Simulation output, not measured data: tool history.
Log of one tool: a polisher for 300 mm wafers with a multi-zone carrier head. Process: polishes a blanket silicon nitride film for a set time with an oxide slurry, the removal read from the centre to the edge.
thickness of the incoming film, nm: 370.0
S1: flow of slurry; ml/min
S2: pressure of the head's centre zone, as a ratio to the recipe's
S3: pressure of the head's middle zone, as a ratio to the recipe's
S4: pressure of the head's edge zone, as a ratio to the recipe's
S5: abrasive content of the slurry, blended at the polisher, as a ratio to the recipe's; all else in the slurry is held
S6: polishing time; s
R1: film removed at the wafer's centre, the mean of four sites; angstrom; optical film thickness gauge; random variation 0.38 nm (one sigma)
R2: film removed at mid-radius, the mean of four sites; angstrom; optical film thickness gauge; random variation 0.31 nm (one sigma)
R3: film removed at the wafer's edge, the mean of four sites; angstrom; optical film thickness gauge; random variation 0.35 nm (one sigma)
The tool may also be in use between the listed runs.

run	day	S1	S2	S3	S4	S5	S6	R1	R2	R3
1	0	310	1	1	1	1	35	188.16	185.41	186.65
2	0.35	310	1	1	1	0.85	35	175.18	169.73	176.71
3	0.646	310	1.04	0.96	1.04	1.05	36	201.8	188.55	199.44
4	0.821	310	1.08	0.92	1.06	1.2	37	228.19	194.23	217.19
5	0.883	310	1.1	0.93	1.08	1.3	38	247.41	202.56	236.93
6	1.079	315	1.12	0.96	1.07	1.35	38	257.89	218.08	236.96
7	1.421	315	1.14	0.96	1.09	1.4	38	260.21	217.15	246.64

The next listed run, before its measurement:
8	1.662	320	1.15	0.96	1.09	1.45	38	?	?	?

Run 8 gave R1 259.74 angstrom, R2 223.04 angstrom, R3 246.16 angstrom.

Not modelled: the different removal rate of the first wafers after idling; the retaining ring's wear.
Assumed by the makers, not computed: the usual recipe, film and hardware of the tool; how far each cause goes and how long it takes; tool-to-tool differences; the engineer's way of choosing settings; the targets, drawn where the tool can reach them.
